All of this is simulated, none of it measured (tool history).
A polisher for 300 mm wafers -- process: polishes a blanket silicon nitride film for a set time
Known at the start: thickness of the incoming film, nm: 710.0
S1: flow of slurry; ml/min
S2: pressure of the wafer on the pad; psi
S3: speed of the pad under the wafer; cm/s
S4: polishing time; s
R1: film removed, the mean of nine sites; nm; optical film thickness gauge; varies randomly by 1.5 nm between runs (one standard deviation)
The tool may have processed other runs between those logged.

run	day	S1	S2	S3	S4	R1
1	0	270	2.9	134	85	129.83
2	0.325	270	2.9	134	85	133.27
3	0.404	270	2.9	134	89	138.35
4	0.708	270	3.5	134	89	164.5
5	0.783	210	3.5	134	89	157.66
6	1.058	265	3.5	134	89	165.19
7	1.217	245	2.7	128	89	126.27
8	1.275	245	2.6	128	89	123.59
9	1.317	245	2.5	128	89	118.78

Run 10 is up next; what results do you expect?
10	1.462	245	2.5	128	89	?

{"run 10": {"R1": 119.45}}
